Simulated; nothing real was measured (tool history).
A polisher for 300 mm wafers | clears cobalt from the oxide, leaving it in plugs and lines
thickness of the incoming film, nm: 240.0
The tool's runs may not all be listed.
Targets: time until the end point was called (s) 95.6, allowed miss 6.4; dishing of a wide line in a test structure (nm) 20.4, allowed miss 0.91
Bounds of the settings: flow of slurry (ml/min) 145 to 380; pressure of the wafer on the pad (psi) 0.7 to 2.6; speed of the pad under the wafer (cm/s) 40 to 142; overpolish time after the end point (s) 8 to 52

run    day  flow of slurry (ml/min)  pressure of the wafer on the pad (psi)  speed of the pad under the wafer (cm/s)  overpolish time after the end point (s)  time until the end point was called (s)  dishing of a wide line in a test structure (nm)
  1      0                      245                                     1.6                                       90                                       26                                   94.091                                           45.756
  2  0.075                      245                                     1.6                                       82                                       26                                   97.372                                           45.088
  3  0.258                      245                                     1.6                                       72                                       26                                   107.53                                            42.44
  4  0.508                      245                                     1.6                                       72                                       36                                   103.63                                           49.997
  5  0.842                      185                                     1.6                                       72                                       36                                   108.46                                            49.44
  6  0.988                      185                                     1.6                                       72                                       40                                   112.17                                           52.082
  7  1.138                      240                                     1.6                                       64                                       31                                   115.35                                            45.72
  8  1.471                      215                                     1.3                                       84                                       25                                   118.59                                           39.795
  9  1.512                      195                                     1.1                                       94                                       20                                   123.12                                           33.818
 10  1.696                      180                                       1                                      104                                       17                                   126.32                                           28.898
 11   2.05                      170                                       1                                      114                                       14                                    119.8                                           27.246
 12  2.354                      145                                     0.7                                      140                                        8                                    136.6                                           15.353
 13  2.562                      160                                     0.8                                      140                                        8                                   120.81                                           17.171
 14  2.629                      200                                     1.1                                      142                                        8                                   88.544                                           21.741
 15  2.917                      190                                     1.1                                      142                                        8                                   90.711                                           21.731
 16  3.262                      190                                     1.1                                      142                                        8                                   88.946                                           21.298
 17  3.354                      185                                     1.1                                      142                                        8                                   92.382                                           21.544
 18  3.658                      190                                     1.1                                      142                                        8                                   90.675                                            21.46
 19  3.746                      185                                     1.1                                      142                                        8                                   90.708                                           20.936
 20  4.046                      180                                     1.1                                      142                                        8                                   89.791                                            21.09

4 next moves are on the table. One of them brings every result within its allowed miss. Which?
  A  4.346                      195                                     1.3                                      134                                        8                                        ?                                                ?
  B  4.346                      225                                     1.1                                      132                                        9                                        ?                                                ?
  C  4.346                      180                                       1                                      142                                        8                                        ?                                                ?
  D  4.346                      175                                     1.2                                      142                                        8                                        ?                                                ?

move  time until the end point was called (s)  dishing of a wide line in a test structure (nm)
   A                                   82.892                                           22.979
   B                                   95.298                                           22.602
   C                                   98.958                                           19.933
   D                                   85.397                                           22.445
A: further off than the last run
B: brings the result that was furthest off to its target, and leaves another outside
C: meets every target
D: further off than the last run
Answer: C

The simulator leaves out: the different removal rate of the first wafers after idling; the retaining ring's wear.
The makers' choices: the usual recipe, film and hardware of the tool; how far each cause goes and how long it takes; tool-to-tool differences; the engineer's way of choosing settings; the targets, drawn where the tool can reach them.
